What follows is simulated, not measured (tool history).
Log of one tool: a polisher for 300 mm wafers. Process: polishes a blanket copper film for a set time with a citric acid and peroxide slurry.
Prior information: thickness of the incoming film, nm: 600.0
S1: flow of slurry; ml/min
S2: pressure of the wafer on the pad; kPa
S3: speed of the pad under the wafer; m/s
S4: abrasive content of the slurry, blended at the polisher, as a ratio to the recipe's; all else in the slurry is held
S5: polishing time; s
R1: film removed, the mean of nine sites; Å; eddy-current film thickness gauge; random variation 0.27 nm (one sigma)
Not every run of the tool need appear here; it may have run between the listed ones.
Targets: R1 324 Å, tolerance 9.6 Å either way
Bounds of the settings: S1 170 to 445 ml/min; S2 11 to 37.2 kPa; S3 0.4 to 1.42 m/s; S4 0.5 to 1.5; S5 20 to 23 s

Run 1, hour 0: S1 285 ml/min, S2 24.1 kPa, S3 0.9 m/s, S4 1, S5 23 s. Result: R1 505.12 Å.
Run 2, hour 5.4: S1 285 ml/min, S2 24.1 kPa, S3 1 m/s, S4 1, S5 23 s. Result: R1 549.49 Å.
Run 3, hour 8.9: S1 285 ml/min, S2 24.1 kPa, S3 1 m/s, S4 1.1, S5 23 s. Result: R1 562.44 Å.
Run 4, hour 12.5: S1 285 ml/min, S2 24.1 kPa, S3 1 m/s, S4 1.1, S5 23 s. Result: R1 557.46 Å.
Run 5, hour 17.5: S1 285 ml/min, S2 22.1 kPa, S3 1 m/s, S4 1.1, S5 23 s. Result: R1 510.03 Å.
Run 6, hour 24: S1 285 ml/min, S2 16.5 kPa, S3 1 m/s, S4 1.1, S5 23 s. Result: R1 387.7 Å.
Run 7, hour 27.7: S1 285 ml/min, S2 15.9 kPa, S3 1 m/s, S4 1.1, S5 23 s. Result: R1 372.16 Å.
Run 8, hour 29.2: S1 285 ml/min, S2 15.9 kPa, S3 1 m/s, S4 1.1, S5 23 s. Result: R1 371.92 Å.
Run 9, hour 35.9: S1 285 ml/min, S2 15.2 kPa, S3 1 m/s, S4 1.1, S5 23 s. Result: R1 360.84 Å.

Which of these 4 next moves meets every target?
Run A, hour 42.6: S1 255 ml/min, S2 17.2 kPa, S3 1.14 m/s, S4 0.65, S5 23 s. Result: R1 ?.
Run B, hour 42.6: S1 290 ml/min, S2 13.8 kPa, S3 1.28 m/s, S4 1.1, S5 22 s. Result: R1 ?.
Run C, hour 42.6: S1 290 ml/min, S2 15.2 kPa, S3 0.88 m/s, S4 1.2, S5 23 s. Result: R1 ?.
Run D, hour 42.6: S1 285 ml/min, S2 20 kPa, S3 0.9 m/s, S4 1.05, S5 23 s. Result: R1 ?.

move      R1
   A  409.12
   B  392.97
   C  318.92
   D  413.48
A: misses by more than the last run did
B: misses by more than the last run did
C: in spec on every target
D: misses by more than the last run did
C meets every target.
